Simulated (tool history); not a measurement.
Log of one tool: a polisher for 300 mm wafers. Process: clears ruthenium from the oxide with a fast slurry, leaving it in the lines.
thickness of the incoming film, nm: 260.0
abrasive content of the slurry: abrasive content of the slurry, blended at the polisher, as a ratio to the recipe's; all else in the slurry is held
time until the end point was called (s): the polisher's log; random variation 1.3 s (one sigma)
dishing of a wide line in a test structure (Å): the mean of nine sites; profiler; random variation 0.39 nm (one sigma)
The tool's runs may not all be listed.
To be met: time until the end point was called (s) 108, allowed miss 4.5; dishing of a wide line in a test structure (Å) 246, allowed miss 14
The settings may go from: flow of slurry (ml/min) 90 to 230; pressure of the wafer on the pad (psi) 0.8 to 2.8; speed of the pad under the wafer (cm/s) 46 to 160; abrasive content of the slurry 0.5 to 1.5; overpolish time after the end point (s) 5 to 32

| run | hour | flow of slurry (ml/min) | pressure of the wafer on the pad (psi) | speed of the pad under the wafer (cm/s) | abrasive content of the slurry | overpolish time after the end point (s) | time until the end point was called (s) | dishing of a wide line in a test structure (Å) |
|---|---|---|---|---|---|---|---|---|
| 1 | 0 | 150 | 1.8 | 102 | 1 | 16 | 126.44 | 335.03 |
| 2 | 8.1 | 150 | 1.8 | 102 | 1 | 15 | 127.81 | 312.31 |
| 3 | 13 | 150 | 1.8 | 102 | 1.2 | 15 | 113.47 | 351.55 |
| 4 | 17.1 | 150 | 1.8 | 102 | 1.2 | 20 | 117.34 | 443.77 |
| 5 | 22.5 | 150 | 1.8 | 102 | 1.2 | 19 | 115.19 | 422.45 |
| 6 | 29.6 | 150 | 1.8 | 102 | 1.2 | 18 | 112.9 | 411.25 |
|  | 33 | slurry blender recalibrated |
| 7 | 33 | 150 | 1.8 | 102 | 1.2 | 17 | 94.063 | 457.26 |
| 8 | 37.8 | 150 | 1.7 | 102 | 1.2 | 16 | 99.405 | 406.05 |
| 9 | 41.4 | 150 | 1.8 | 100 | 1.2 | 15 | 95.636 | 401.29 |
| 10 | 50.2 | 160 | 1.5 | 100 | 1.2 | 7 | 112.47 | 167.31 |
| 11 | 51.3 | 155 | 1.7 | 98 | 1.2 | 9 | 101.82 | 227.13 |
| 12 | 54.4 | 150 | 1.7 | 98 | 1.2 | 10 | 101.69 | 256.61 |
| 13 | 59.7 | 155 | 1.7 | 98 | 1.2 | 11 | 102.67 | 285.89 |
| 14 | 68.3 | 150 | 1.6 | 100 | 1.2 | 11 | 106.08 | 276.26 |
| 15 | 71.6 | 155 | 1.6 | 100 | 1.2 | 11 | 106.66 | 272.94 |

Which of these 4 next moves meets every target?
| A | 74.9 | 125 | 1.9 | 92 | 1.05 | 10 | ? | ? |
| B | 74.9 | 145 | 1.5 | 102 | 1.15 | 13 | ? | ? |
| C | 74.9 | 160 | 1.5 | 104 | 1.15 | 13 | ? | ? |
| D | 74.9 | 185 | 1.8 | 84 | 1.15 | 13 | ? | ? |

| move | time until the end point was called (s) | dishing of a wide line in a test structure (Å) |
|---|---|---|
| A | 107.79 | 242.68 |
| B | 116.89 | 288.46 |
| C | 113.51 | 296.6 |
| D | 111.33 | 302.09 |
A: meets every target
B: further off than the last run
C: further off than the last run
D: further off than the last run
Move A is the one to make.
